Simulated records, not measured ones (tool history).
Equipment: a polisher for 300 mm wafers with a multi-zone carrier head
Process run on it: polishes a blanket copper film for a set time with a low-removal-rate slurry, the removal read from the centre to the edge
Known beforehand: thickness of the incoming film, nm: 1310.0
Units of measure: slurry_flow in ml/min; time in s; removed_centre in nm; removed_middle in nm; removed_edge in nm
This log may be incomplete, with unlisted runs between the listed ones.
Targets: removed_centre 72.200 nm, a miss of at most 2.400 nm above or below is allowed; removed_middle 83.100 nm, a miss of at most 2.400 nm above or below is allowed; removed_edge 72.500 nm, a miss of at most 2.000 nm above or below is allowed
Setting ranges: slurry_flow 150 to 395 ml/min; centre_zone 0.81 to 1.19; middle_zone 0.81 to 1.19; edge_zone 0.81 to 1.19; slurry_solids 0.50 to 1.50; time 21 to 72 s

run 1 day=0.000 | slurry_flow=250 centre_zone=1.00 middle_zone=1.00 edge_zone=1.00 slurry_solids=1.00 time=46 | removed_centre=112.280 removed_middle=118.860 removed_edge=117.020
run 2 day=0.121 | slurry_flow=250 centre_zone=0.92 middle_zone=1.00 edge_zone=1.00 slurry_solids=1.00 time=46 | removed_centre=105.900 removed_middle=120.680 removed_edge=116.270
run 3 day=0.425 | slurry_flow=250 centre_zone=0.99 middle_zone=1.00 edge_zone=1.00 slurry_solids=1.00 time=46 | removed_centre=113.060 removed_middle=117.470 removed_edge=117.590
run 4 day=0.742 | slurry_flow=250 centre_zone=0.99 middle_zone=1.04 edge_zone=1.00 slurry_solids=1.00 time=46 | removed_centre=111.070 removed_middle=125.080 removed_edge=116.600
run 5 day=0.908 | slurry_flow=250 centre_zone=0.99 middle_zone=1.04 edge_zone=1.00 slurry_solids=1.15 time=46 | removed_centre=118.510 removed_middle=130.880 removed_edge=123.600
run 6 day=0.958 | slurry_flow=250 centre_zone=0.99 middle_zone=1.04 edge_zone=1.00 slurry_solids=1.15 time=54 | removed_centre=139.910 removed_middle=151.760 removed_edge=143.560
run 7 day=1.179 | slurry_flow=240 centre_zone=0.97 middle_zone=1.03 edge_zone=0.90 slurry_solids=0.90 time=41 | removed_centre=95.112 removed_middle=105.050 removed_edge=95.356
run 8 day=1.225 | slurry_flow=235 centre_zone=0.96 middle_zone=1.03 edge_zone=0.88 slurry_solids=0.80 time=40 | removed_centre=88.794 removed_middle=99.301 removed_edge=88.129
run 9 day=1.317 | slurry_flow=225 centre_zone=0.94 middle_zone=1.02 edge_zone=0.86 slurry_solids=0.70 time=39 | removed_centre=80.252 removed_middle=90.094 removed_edge=80.546
run 10 day=1.500 | slurry_flow=215 centre_zone=0.93 middle_zone=1.02 edge_zone=0.85 slurry_solids=0.65 time=39 | removed_centre=76.959 removed_middle=88.357 removed_edge=76.610
run 11 day=1.838 | slurry_flow=200 centre_zone=0.93 middle_zone=1.01 edge_zone=0.85 slurry_solids=0.65 time=39 | removed_centre=74.965 removed_middle=84.674 removed_edge=77.181

Consider the 4 candidate settings below. Which is the only one whose results all fall within their allowed miss of target?
run A day=2.175 | slurry_flow=150 centre_zone=0.91 middle_zone=0.95 edge_zone=0.93 slurry_solids=0.55 time=46 | removed_centre=? removed_middle=? removed_edge=?
run B day=2.175 | slurry_flow=170 centre_zone=0.94 middle_zone=1.03 edge_zone=0.81 slurry_solids=0.70 time=37 | removed_centre=? removed_middle=? removed_edge=?
run C day=2.175 | slurry_flow=300 centre_zone=0.95 middle_zone=1.12 edge_zone=0.81 slurry_solids=0.50 time=38 | removed_centre=? removed_middle=? removed_edge=?
run D day=2.175 | slurry_flow=175 centre_zone=0.98 middle_zone=1.00 edge_zone=0.92 slurry_solids=0.65 time=41 | removed_centre=? removed_middle=? removed_edge=?

move=A removed_centre=75.413 removed_middle=84.033 removed_edge=84.963
move=B removed_centre=71.566 removed_middle=82.288 removed_edge=72.382
move=C removed_centre=70.381 removed_middle=85.136 removed_edge=68.168
move=D removed_centre=80.866 removed_middle=86.879 removed_edge=82.905
A: further off than the last run
B: meets every target
C: takes the biggest miss from the last run beyond its target
D: further off than the last run
So the answer is move B, the one that meets all the targets.

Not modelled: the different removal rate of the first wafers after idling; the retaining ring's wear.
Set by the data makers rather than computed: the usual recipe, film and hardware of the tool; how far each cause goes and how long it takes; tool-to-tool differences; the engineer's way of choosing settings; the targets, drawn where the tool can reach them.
